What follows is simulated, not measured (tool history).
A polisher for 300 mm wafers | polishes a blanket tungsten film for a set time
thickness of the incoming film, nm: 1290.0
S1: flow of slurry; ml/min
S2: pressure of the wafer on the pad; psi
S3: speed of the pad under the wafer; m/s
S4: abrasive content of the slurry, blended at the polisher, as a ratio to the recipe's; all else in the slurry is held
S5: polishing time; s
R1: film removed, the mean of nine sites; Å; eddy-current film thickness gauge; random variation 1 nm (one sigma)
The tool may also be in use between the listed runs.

Run 1, hour 0: S1 120 ml/min, S2 2.7 psi, S3 1.08 m/s, S4 1, S5 100 s. Result: R1 3077.1 Å.
Run 2, hour 8.8: S1 110 ml/min, S2 2.3 psi, S3 1.04 m/s, S4 1, S5 100 s. Result: R1 2486.2 Å.
Run 3, hour 9.7: S1 110 ml/min, S2 2.3 psi, S3 1.04 m/s, S4 1.15, S5 100 s. Result: R1 2589.8 Å.
Run 4, hour 12.5: S1 105 ml/min, S2 2 psi, S3 1 m/s, S4 1.15, S5 100 s. Result: R1 2146.7 Å.
At hour 17.6: head pressure recalibrated.
Run 5, hour 17.6: S1 85 ml/min, S2 2 psi, S3 1 m/s, S4 1.15, S5 100 s. Result: R1 2126.4 Å.
Run 6, hour 25.8: S1 85 ml/min, S2 2 psi, S3 1 m/s, S4 1.15, S5 100 s. Result: R1 2169.9 Å.

Forecast run 7:
Run 7, hour 31.5: S1 85 ml/min, S2 1.8 psi, S3 0.98 m/s, S4 1.15, S5 100 s. Result: R1 ?.

R1: 1879.3 Å
